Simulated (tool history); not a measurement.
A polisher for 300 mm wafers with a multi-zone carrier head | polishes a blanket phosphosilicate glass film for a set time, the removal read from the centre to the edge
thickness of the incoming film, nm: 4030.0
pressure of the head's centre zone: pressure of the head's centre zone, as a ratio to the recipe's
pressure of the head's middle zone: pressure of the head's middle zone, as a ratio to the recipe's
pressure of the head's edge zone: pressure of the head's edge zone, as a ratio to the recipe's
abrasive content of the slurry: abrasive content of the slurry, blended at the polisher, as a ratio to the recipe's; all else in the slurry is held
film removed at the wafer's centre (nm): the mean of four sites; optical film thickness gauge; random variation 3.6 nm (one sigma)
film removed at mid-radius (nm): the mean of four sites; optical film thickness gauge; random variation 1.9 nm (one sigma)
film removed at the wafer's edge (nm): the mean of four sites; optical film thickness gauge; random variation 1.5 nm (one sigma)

run  hour  flow of slurry (ml/min)  pressure of the head's centre zone  pressure of the head's middle zone  pressure of the head's edge zone  abrasive content of the slurry  polishing time (s)  film removed at the wafer's centre (nm)  film removed at mid-radius (nm)  film removed at the wafer's edge (nm)
  1   0.0                      305                                1.00                                1.00                              1.00                            1.00                  45                                   278.00                           287.07                                 277.92
  2   6.7                      350                                1.00                                1.00                              1.00                            1.00                  45                                   290.79                           288.65                                 284.02
  3  13.5                      285                                1.00                                1.00                              1.00                            1.00                  45                                   282.37                           283.27                                 279.77
  4  17.1                      285                                1.01                                0.98                              0.98                            0.95                  45                                   276.29                           266.50                                 266.20
  5  24.2                      280                                1.01                                0.97                              0.96                            0.95                  45                                   277.36                           266.13                                 264.34
  6  31.9                      275                                1.01                                0.95                              0.94                            0.95                  45                                   264.46                           265.71                                 262.23
  7  37.2                      305                                1.11                                0.85                              0.95                            0.70                  45                                   242.57                           192.11                                 212.34

Run 8 comes next. What will it give?
  8  45.8                      305                                1.11                                0.86                              0.96                            0.70                  45                                        ?                                ?                                      ?

{"run 8": {"film removed at the wafer's centre (nm)": 239.52, "film removed at mid-radius (nm)": 192.81, "film removed at the wafer's edge (nm)": 210.25}}
